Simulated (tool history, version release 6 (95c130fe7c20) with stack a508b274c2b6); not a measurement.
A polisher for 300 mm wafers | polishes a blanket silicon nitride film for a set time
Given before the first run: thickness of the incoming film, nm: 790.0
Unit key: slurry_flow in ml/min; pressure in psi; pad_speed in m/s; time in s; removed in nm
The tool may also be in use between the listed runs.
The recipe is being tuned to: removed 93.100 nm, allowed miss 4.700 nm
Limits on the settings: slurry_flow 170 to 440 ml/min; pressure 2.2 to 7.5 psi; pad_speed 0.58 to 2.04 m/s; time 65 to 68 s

run	hour	slurry_flow	pressure	pad_speed	time	removed
1	0.0	280	4.8	1.30	65	156.230
2	8.2	280	6.0	1.30	65	193.130
3	9.7	280	5.5	1.28	65	177.100
4	18.6	280	5.1	1.26	65	163.390
5	23.9	280	4.7	1.24	65	153.100
6	31.0	280	4.7	1.56	65	179.910
7	40.0	270	3.3	1.24	65	108.070
8	42.5	270	3.2	1.24	65	102.600
9	47.1	270	3.1	1.24	65	99.023

Next run, 5 choices. One meets every target within its allowed miss, the rest don't. Which?
A	51.7	250	3.4	1.18	68	?
B	51.7	250	3.0	1.24	68	?
C	51.7	225	3.5	1.20	65	?
D	51.7	300	2.2	1.66	65	?
E	51.7	225	3.0	1.46	65	?

move	removed
A	107.580
B	99.315
C	105.710
D	91.227
E	106.720
A: its largest miss is bigger than the last run's
B: just as far off the targets as the last run
C: its largest miss is bigger than the last run's
D: hits every target within its allowed miss
E: its largest miss is bigger than the last run's
So the answer is move D, the one that meets all the targets.
